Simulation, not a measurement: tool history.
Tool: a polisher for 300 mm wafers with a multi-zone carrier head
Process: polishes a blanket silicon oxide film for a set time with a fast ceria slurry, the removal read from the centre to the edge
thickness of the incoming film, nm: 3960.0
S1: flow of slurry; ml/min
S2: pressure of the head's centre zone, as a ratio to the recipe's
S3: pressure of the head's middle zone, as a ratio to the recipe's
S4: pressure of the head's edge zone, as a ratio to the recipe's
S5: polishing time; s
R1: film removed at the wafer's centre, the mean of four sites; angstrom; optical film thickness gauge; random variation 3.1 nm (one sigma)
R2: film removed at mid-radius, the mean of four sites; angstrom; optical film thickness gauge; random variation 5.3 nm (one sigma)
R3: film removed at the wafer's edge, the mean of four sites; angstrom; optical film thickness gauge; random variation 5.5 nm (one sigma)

run,hour,S1,S2,S3,S4,S5,R1,R2,R3
1,0.0,280,1.00,1.00,1.00,51,5552.7,5480.4,5547.5
2,3.8,280,1.00,1.00,1.00,63,6864.3,6683.5,6664.4
3,10.5,340,1.00,1.00,1.00,63,6934.3,6838.6,6793.0
4,16.2,340,0.97,1.00,1.00,63,6846.5,6927.6,6906.5
5,17.0,340,0.89,1.00,1.00,63,6391.0,7082.7,6799.1
6,25.3,330,0.91,1.00,0.96,60,6143.4,6389.8,6368.9
7,29.0,320,0.92,1.03,0.93,57,5884.7,6346.6,5873.8
8,31.6,315,0.92,1.03,0.91,55,5646.7,6121.0,5610.5
9,36.9,310,0.93,1.02,0.89,53,5492.7,5779.6,5383.4
10,45.8,305,0.94,1.02,0.87,52,5414.3,5679.7,5338.9
11,49.3,305,0.96,1.02,0.86,50,5301.0,5473.6,4975.3
12,55.5,305,0.96,1.02,0.86,50,5262.3,5504.5,4928.1

Run 13 comes next. What will it give?
13,58.7,305,0.96,1.01,0.85,49,?,?,?

R1: 5209.8 angstrom
R2: 5494.6 angstrom
R3: 4879.8 angstrom

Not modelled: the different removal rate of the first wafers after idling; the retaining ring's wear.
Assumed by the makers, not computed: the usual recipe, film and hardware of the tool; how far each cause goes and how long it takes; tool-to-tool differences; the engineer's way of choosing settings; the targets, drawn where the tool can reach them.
